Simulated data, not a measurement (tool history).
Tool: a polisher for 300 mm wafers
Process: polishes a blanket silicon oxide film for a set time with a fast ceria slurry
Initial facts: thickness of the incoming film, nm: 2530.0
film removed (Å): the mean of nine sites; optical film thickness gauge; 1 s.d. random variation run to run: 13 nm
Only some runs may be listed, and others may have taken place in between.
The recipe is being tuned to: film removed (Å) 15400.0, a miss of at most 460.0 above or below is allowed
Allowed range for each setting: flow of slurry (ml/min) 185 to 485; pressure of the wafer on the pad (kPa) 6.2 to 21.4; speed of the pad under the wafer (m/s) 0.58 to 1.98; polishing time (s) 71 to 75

run	hour	flow of slurry (ml/min)	pressure of the wafer on the pad (kPa)	speed of the pad under the wafer (m/s)	polishing time (s)	film removed (Å)
1	0.0	310	13.8	1.28	71	10705.0
2	7.1	310	11.0	1.28	71	8777.7
3	9.9	310	9.0	1.28	71	7502.0
4	15.6	310	11.0	1.28	71	8807.5
5	21.6	310	12.4	1.28	71	9580.0
6	28.1	310	12.4	1.28	71	9757.7
7	34.7	310	13.8	1.28	71	10620.0
8	37.3	310	15.2	1.28	71	11390.0
9	43.5	310	16.5	1.28	71	12361.0
10	47.9	310	17.2	1.28	71	12439.0
11	51.2	310	17.9	1.28	71	13030.0
12	54.0	310	18.6	1.28	71	13680.0
13	54.6	315	20.7	1.28	71	14899.0

4 candidate next runs follow, results not yet known. Just one meets every target within its allowed miss. Identify it.
A	55.2	355	21.4	1.24	73	?
B	55.2	270	19.3	1.28	71	?
C	55.2	240	20.7	1.28	71	?
D	55.2	285	19.3	1.26	71	?

move	film removed (Å)
A	15483.0
B	13841.0
C	14493.0
D	13712.0
A: all results land within tolerance of their targets
B: misses by more than the last run did
C: misses by more than the last run did
D: misses by more than the last run did
The right move is A.
